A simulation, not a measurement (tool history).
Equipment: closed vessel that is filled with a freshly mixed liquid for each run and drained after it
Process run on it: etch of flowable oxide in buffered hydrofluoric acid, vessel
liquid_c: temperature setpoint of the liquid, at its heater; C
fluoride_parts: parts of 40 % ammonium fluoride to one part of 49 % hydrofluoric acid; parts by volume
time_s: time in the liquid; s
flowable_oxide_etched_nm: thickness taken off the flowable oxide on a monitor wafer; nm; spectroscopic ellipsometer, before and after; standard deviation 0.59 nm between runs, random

run 1 day=0 | liquid_c=22 fluoride_parts=21 time_s=30 | flowable_oxide_etched_nm=45.014
run 2 day=0.329 | liquid_c=19.5 fluoride_parts=21 time_s=30 | flowable_oxide_etched_nm=39.707
run 3 day=0.483 | liquid_c=17 fluoride_parts=21 time_s=30 | flowable_oxide_etched_nm=34.171
run 4 day=0.708 | liquid_c=17 fluoride_parts=21 time_s=30 | flowable_oxide_etched_nm=33.944
run 5 day=0.979 | liquid_c=20.5 fluoride_parts=19.5 time_s=30 | flowable_oxide_etched_nm=44.869
-- day=1.196 hydrofluoric acid flow meter replaced
run 6 day=1.196 | liquid_c=20.5 fluoride_parts=22.5 time_s=30 | flowable_oxide_etched_nm=36.36
run 7 day=1.579 | liquid_c=23 fluoride_parts=21 time_s=30 | flowable_oxide_etched_nm=44.573

What will run 8 give?
run 8 day=1.662 | liquid_c=25 fluoride_parts=19 time_s=30 | flowable_oxide_etched_nm=?

{"run 8": {"flowable_oxide_etched_nm": 53.751}}

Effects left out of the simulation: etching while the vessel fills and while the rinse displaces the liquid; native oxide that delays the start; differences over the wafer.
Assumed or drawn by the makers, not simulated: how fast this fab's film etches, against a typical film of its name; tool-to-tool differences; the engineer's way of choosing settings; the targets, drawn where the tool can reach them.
